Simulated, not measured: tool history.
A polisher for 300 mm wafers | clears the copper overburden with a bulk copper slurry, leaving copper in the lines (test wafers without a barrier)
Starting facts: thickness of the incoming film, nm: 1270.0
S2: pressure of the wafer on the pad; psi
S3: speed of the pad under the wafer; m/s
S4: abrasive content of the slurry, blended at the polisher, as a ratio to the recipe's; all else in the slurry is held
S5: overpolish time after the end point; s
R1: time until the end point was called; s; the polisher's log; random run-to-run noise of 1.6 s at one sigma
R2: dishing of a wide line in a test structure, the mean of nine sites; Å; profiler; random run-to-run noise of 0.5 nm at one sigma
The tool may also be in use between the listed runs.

Run 1, day 0.000: flow of slurry (ml/min) 310, S2 3.4 psi, S3 1.18 m/s, S4 1.00, S5 16 s. Result: R1 126.12 s, R2 904.57 Å.
Run 2, day 0.179: flow of slurry (ml/min) 375, S2 3.4 psi, S3 1.18 m/s, S4 1.00, S5 16 s. Result: R1 120.77 s, R2 923.73 Å.
Run 3, day 0.233: flow of slurry (ml/min) 375, S2 4.1 psi, S3 1.18 m/s, S4 1.00, S5 16 s. Result: R1 101.54 s, R2 1060.50 Å.
Run 4, day 0.471: flow of slurry (ml/min) 375, S2 4.1 psi, S3 1.18 m/s, S4 1.00, S5 10 s. Result: R1 101.62 s, R2 767.66 Å.
Run 5, day 0.629: flow of slurry (ml/min) 375, S2 4.1 psi, S3 1.18 m/s, S4 0.90, S5 10 s. Result: R1 101.02 s, R2 746.01 Å.
Run 6, day 0.650: flow of slurry (ml/min) 375, S2 4.1 psi, S3 1.06 m/s, S4 0.90, S5 10 s. Result: R1 113.01 s, R2 681.19 Å.
Run 7, day 0.792: flow of slurry (ml/min) 445, S2 3.1 psi, S3 1.12 m/s, S4 1.15, S5 5 s. Result: R1 131.63 s, R2 327.86 Å.
Run 8, day 1.096: flow of slurry (ml/min) 415, S2 3.1 psi, S3 1.12 m/s, S4 1.10, S5 5 s. Result: R1 133.87 s, R2 327.11 Å.

What does the tool deliver on the next run?
At day 1.238: slurry nozzle cleaned.
Run 9, day 1.238: flow of slurry (ml/min) 405, S2 3.0 psi, S3 1.10 m/s, S4 1.05, S5 12 s. Result: R1 ?, R2 ?.

{"run 9": {"R1": 137.41, "R2": 657.26}}
